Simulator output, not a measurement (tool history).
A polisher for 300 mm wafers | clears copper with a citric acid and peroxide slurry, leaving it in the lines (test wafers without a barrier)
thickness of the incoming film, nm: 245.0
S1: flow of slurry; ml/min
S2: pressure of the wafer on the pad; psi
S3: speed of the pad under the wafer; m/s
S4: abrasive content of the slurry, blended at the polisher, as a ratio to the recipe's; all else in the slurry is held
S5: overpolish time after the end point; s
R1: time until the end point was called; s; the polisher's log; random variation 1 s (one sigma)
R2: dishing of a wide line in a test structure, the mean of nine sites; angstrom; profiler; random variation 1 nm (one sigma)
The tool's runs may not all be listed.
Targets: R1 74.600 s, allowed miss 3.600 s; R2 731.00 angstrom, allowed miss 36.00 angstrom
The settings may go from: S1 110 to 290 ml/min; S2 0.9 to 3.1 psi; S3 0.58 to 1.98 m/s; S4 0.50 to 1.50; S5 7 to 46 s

run,hour,S1,S2,S3,S4,S5,R1,R2
1,0.0,185,2.0,1.28,1.00,24,113.420,355.07
2,2.0,185,2.0,1.28,1.00,33,112.290,462.17
3,3.9,185,2.2,1.28,1.00,34,101.220,520.19
4,12.3,185,2.3,1.28,1.00,35,96.488,540.26
5,16.3,185,2.4,1.30,1.00,36,93.510,594.69
6,17.4,190,2.5,1.30,1.00,36,86.872,618.98
7,24.2,195,2.6,1.30,1.00,36,85.481,641.46
8,24.8,195,2.7,1.30,1.00,36,82.646,663.64
9,32.2,195,2.8,1.30,1.00,36,80.938,655.53

4 next moves are on the table. One of them brings every result within its allowed miss. Which?
A,39.6,165,2.9,1.12,1.00,43,?,?
B,39.6,185,2.7,1.28,1.05,36,?,?
C,39.6,210,2.8,1.26,0.95,35,?,?
D,39.6,170,3.1,1.32,0.75,37,?,?

move,R1,R2
A,88.612,720.25
B,84.117,649.05
C,82.778,645.20
D,76.540,722.57
A: brings the result that was furthest off to its target, and leaves another outside
B: further off than the last run
C: further off than the last run
D: meets every target
Answer: D

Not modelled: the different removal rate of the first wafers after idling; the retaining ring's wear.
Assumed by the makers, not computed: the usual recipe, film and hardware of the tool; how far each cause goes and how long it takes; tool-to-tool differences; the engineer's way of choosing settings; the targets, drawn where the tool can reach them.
